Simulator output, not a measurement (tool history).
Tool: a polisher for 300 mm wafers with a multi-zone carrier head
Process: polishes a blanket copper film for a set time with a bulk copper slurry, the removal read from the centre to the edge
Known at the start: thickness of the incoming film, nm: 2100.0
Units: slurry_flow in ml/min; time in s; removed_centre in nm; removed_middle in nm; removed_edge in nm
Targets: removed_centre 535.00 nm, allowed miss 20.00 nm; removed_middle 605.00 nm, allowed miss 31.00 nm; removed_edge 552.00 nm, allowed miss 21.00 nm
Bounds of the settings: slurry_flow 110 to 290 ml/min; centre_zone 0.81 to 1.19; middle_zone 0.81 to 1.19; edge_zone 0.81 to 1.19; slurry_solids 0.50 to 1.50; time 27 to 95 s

run 1 day=0.000 | slurry_flow=185 centre_zone=1.00 middle_zone=1.00 edge_zone=1.00 slurry_solids=1.00 time=61 | removed_centre=626.66 removed_middle=641.15 removed_edge=624.42
run 2 day=0.058 | slurry_flow=185 centre_zone=1.00 middle_zone=1.08 edge_zone=1.00 slurry_solids=1.00 time=61 | removed_centre=623.68 removed_middle=669.88 removed_edge=620.69
run 3 day=0.225 | slurry_flow=180 centre_zone=0.99 middle_zone=1.08 edge_zone=0.99 slurry_solids=0.95 time=61 | removed_centre=615.37 removed_middle=667.05 removed_edge=605.40
run 4 day=0.421 | slurry_flow=180 centre_zone=0.99 middle_zone=1.00 edge_zone=0.99 slurry_solids=0.95 time=61 | removed_centre=613.13 removed_middle=620.55 removed_edge=621.95
run 5 day=0.788 | slurry_flow=180 centre_zone=0.99 middle_zone=0.95 edge_zone=0.99 slurry_solids=0.95 time=61 | removed_centre=614.05 removed_middle=616.91 removed_edge=614.08
run 6 day=1.125 | slurry_flow=175 centre_zone=0.97 middle_zone=0.96 edge_zone=0.97 slurry_solids=0.95 time=61 | removed_centre=605.19 removed_middle=604.76 removed_edge=608.86
run 7 day=1.429 | slurry_flow=175 centre_zone=0.95 middle_zone=0.98 edge_zone=0.96 slurry_solids=0.90 time=61 | removed_centre=569.77 removed_middle=614.83 removed_edge=595.68
run 8 day=1.525 | slurry_flow=170 centre_zone=0.95 middle_zone=0.98 edge_zone=0.95 slurry_solids=0.90 time=61 | removed_centre=575.88 removed_middle=600.81 removed_edge=593.57

5 next moves are on the table. One of them brings every result within its allowed miss. Which?
run A day=1.621 | slurry_flow=230 centre_zone=0.97 middle_zone=0.85 edge_zone=0.91 slurry_solids=1.30 time=56 | removed_centre=? removed_middle=? removed_edge=?
run B day=1.621 | slurry_flow=205 centre_zone=0.84 middle_zone=1.08 edge_zone=0.97 slurry_solids=0.60 time=59 | removed_centre=? removed_middle=? removed_edge=?
run C day=1.621 | slurry_flow=170 centre_zone=1.04 middle_zone=0.88 edge_zone=0.97 slurry_solids=0.95 time=56 | removed_centre=? removed_middle=? removed_edge=?
run D day=1.621 | slurry_flow=245 centre_zone=0.84 middle_zone=1.19 edge_zone=0.85 slurry_solids=0.90 time=54 | removed_centre=? removed_middle=? removed_edge=?
run E day=1.621 | slurry_flow=145 centre_zone=0.96 middle_zone=1.11 edge_zone=0.96 slurry_solids=0.90 time=58 | removed_centre=? removed_middle=? removed_edge=?

move=A removed_centre=616.46 removed_middle=563.04 removed_edge=586.22
move=B removed_centre=484.91 removed_middle=600.40 removed_edge=550.37
move=C removed_centre=594.91 removed_middle=520.15 removed_edge=552.23
move=D removed_centre=486.25 removed_middle=642.24 removed_edge=514.04
move=E removed_centre=545.90 removed_middle=605.75 removed_edge=550.93
A: further off than the last run
B: takes the result that was furthest off past its target
C: further off than the last run
D: takes the result that was furthest off past its target
E: meets every target
Move E is the one to make.
